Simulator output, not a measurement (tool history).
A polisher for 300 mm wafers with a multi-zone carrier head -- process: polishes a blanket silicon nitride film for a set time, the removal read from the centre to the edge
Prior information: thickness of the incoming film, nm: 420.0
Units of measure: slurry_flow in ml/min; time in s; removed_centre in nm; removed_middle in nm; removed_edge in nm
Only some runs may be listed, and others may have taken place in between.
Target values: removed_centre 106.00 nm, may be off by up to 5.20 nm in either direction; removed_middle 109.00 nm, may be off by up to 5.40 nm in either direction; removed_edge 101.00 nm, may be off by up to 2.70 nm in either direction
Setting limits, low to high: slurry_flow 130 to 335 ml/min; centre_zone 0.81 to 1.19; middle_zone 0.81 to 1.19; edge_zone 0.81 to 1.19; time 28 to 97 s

{"run": 1, "day": 0.0, "slurry_flow": 215, "centre_zone": 1.0, "middle_zone": 1.0, "edge_zone": 1.0, "time": 62, "removed_centre": 138.18, "removed_middle": 143.57, "removed_edge": 136.77}
{"run": 2, "day": 0.112, "slurry_flow": 210, "centre_zone": 1.0, "middle_zone": 0.99, "edge_zone": 0.97, "time": 59, "removed_centre": 133.66, "removed_middle": 134.29, "removed_edge": 126.93}
{"run": 3, "day": 0.308, "slurry_flow": 205, "centre_zone": 0.98, "middle_zone": 0.98, "edge_zone": 0.95, "time": 57, "removed_centre": 126.35, "removed_middle": 128.28, "removed_edge": 122.53}
{"run": 4, "day": 0.417, "slurry_flow": 180, "centre_zone": 0.98, "middle_zone": 0.98, "edge_zone": 0.95, "time": 57, "removed_centre": 123.08, "removed_middle": 125.74, "removed_edge": 119.17}
{"run": 5, "day": 0.712, "slurry_flow": 175, "centre_zone": 0.97, "middle_zone": 0.98, "edge_zone": 0.93, "time": 56, "removed_centre": 115.41, "removed_middle": 124.93, "removed_edge": 116.23}
{"run": 6, "day": 1.05, "slurry_flow": 175, "centre_zone": 0.97, "middle_zone": 0.98, "edge_zone": 1.01, "time": 56, "removed_centre": 114.65, "removed_middle": 122.53, "removed_edge": 120.42}
{"run": 7, "day": 1.404, "slurry_flow": 170, "centre_zone": 0.97, "middle_zone": 0.98, "edge_zone": 0.98, "time": 55, "removed_centre": 113.34, "removed_middle": 120.89, "removed_edge": 116.58}
{"run": 8, "day": 1.692, "slurry_flow": 165, "centre_zone": 0.97, "middle_zone": 0.97, "edge_zone": 0.96, "time": 54, "removed_centre": 111.53, "removed_middle": 117.27, "removed_edge": 114.04}
{"run": 9, "day": 1.833, "slurry_flow": 160, "centre_zone": 0.97, "middle_zone": 0.97, "edge_zone": 0.94, "time": 53, "removed_centre": 106.85, "removed_middle": 113.94, "removed_edge": 109.79}
{"run": 10, "day": 2.062, "slurry_flow": 155, "centre_zone": 0.98, "middle_zone": 0.97, "edge_zone": 0.92, "time": 53, "removed_centre": 104.16, "removed_middle": 114.85, "removed_edge": 107.05}
{"run": 11, "day": 2.154, "slurry_flow": 155, "centre_zone": 1.0, "middle_zone": 0.96, "edge_zone": 0.91, "time": 53, "removed_centre": 110.99, "removed_middle": 114.82, "removed_edge": 107.2}
{"run": 12, "day": 2.425, "slurry_flow": 150, "centre_zone": 1.0, "middle_zone": 0.96, "edge_zone": 0.9, "time": 53, "removed_centre": 108.84, "removed_middle": 110.91, "removed_edge": 107.14}
{"run": 13, "day": 2.608, "slurry_flow": 150, "centre_zone": 1.0, "middle_zone": 0.96, "edge_zone": 0.89, "time": 53, "removed_centre": 110.1, "removed_middle": 112.15, "removed_edge": 103.7}
{"run": 14, "day": 2.654, "slurry_flow": 145, "centre_zone": 1.0, "middle_zone": 0.96, "edge_zone": 0.89, "time": 53, "removed_centre": 109.88, "removed_middle": 108.99, "removed_edge": 104.97}
{"run": 15, "day": 2.812, "slurry_flow": 145, "centre_zone": 1.0, "middle_zone": 0.96, "edge_zone": 0.88, "time": 53, "removed_centre": 109.12, "removed_middle": 114.41, "removed_edge": 103.88}
{"run": 16, "day": 3.083, "slurry_flow": 145, "centre_zone": 1.0, "middle_zone": 0.95, "edge_zone": 0.88, "time": 53, "removed_centre": 109.83, "removed_middle": 107.42, "removed_edge": 104.03}

Of the 4 settings listed for the next run, only one would bring every result within its allowed miss of target. Which one?
{"run": "A", "day": 3.354, "slurry_flow": 195, "centre_zone": 1.03, "middle_zone": 0.92, "edge_zone": 0.93, "time": 51, "removed_centre": "?", "removed_middle": "?", "removed_edge": "?"}
{"run": "B", "day": 3.354, "slurry_flow": 150, "centre_zone": 1.04, "middle_zone": 1.0, "edge_zone": 0.92, "time": 50, "removed_centre": "?", "removed_middle": "?", "removed_edge": "?"}
{"run": "C", "day": 3.354, "slurry_flow": 170, "centre_zone": 1.09, "middle_zone": 0.94, "edge_zone": 0.87, "time": 50, "removed_centre": "?", "removed_middle": "?", "removed_edge": "?"}
{"run": "D", "day": 3.354, "slurry_flow": 140, "centre_zone": 1.13, "middle_zone": 0.89, "edge_zone": 0.87, "time": 52, "removed_centre": "?", "removed_middle": "?", "removed_edge": "?"}

move=A removed_centre=115.63 removed_middle=110.87 removed_edge=107.16
move=B removed_centre=108.11 removed_middle=110.71 removed_edge=100.58
move=C removed_centre=116.74 removed_middle=107.92 removed_edge=100.02
move=D removed_centre=119.88 removed_middle=102.69 removed_edge=100.91
A: further off than the last run
B: all results in spec
C: puts the biggest miss on target and leaves a different result outside tolerance
D: puts the biggest miss on target and leaves a different result outside tolerance
The right move is B.
